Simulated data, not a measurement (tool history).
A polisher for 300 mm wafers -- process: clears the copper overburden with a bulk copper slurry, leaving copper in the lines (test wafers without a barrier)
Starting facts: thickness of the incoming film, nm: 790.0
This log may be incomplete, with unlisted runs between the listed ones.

run	hour	flow of slurry (ml/min)	pressure of the wafer on the pad (psi)	speed of the pad under the wafer (m/s)	abrasive content of the slurry	overpolish time after the end point (s)	time until the end point was called (s)	dishing of a wide line in a test structure (angstrom)
1	0	310	3.2	1.24	1	30	52.771	1366.5
2	2.5	310	3.5	1.26	1	23	48.273	1358.3
3	9.5	310	3.5	1.26	0.9	23	48.038	1316.9
4	10.3	310	3.5	1	0.9	23	60.466	1237.1
5	17	310	4	1.04	0.85	18	51.868	1190.9
6	23.5	310	4	1.04	0.7	18	51.886	1197.3
7	25.7	310	4	1.04	0.7	18	52.348	1151.8
8	26.3	310	4.3	1.06	0.7	20	48.327	1359
9	32.4	310	4.5	1.1	0.7	17	44.283	1260
10	39	310	5	1.16	0.7	22	38.007	1484.6

Run 11 has not been measured yet. What should we expect?
11	40.2	310	5	1.2	0.7	12	?	?

time until the end point was called (s): 37.848
dishing of a wide line in a test structure (angstrom): 1221
